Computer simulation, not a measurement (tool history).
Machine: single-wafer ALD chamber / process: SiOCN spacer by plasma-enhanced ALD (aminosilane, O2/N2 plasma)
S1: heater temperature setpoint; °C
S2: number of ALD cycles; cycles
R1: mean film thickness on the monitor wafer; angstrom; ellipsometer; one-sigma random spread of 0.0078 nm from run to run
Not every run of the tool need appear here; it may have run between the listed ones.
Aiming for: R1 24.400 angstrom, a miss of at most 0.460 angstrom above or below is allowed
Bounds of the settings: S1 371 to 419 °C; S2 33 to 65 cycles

run	day	S1	S2	R1
1	0.000	395	49	33.194
2	0.071	395	54	36.703
3	0.292	404	54	35.770
4	0.404	406	51	33.290
5	0.542	408	48	31.053
6	0.817	408	42	27.199
7	1.142	409	41	26.496
8	1.408	410	40	25.689
9	1.617	411	40	25.481
10	1.896	412	40	25.560
# day 2.262: thermocouple changed; heater temperature recalibrated
11	2.262	413	40	25.944
12	2.300	413	39	25.238
13	2.617	413	39	25.207

Consider the 4 candidate settings below. Which is the only one whose results all fall within their allowed miss of target?
A	2.933	405	35	?
B	2.933	412	36	?
C	2.933	408	37	?
D	2.933	402	35	?

move	R1
A	23.118
B	23.198
C	24.184
D	23.360
A: takes the biggest miss from the last run beyond its target
B: takes the biggest miss from the last run beyond its target
C: meets every target
D: takes the biggest miss from the last run beyond its target
Answer: C
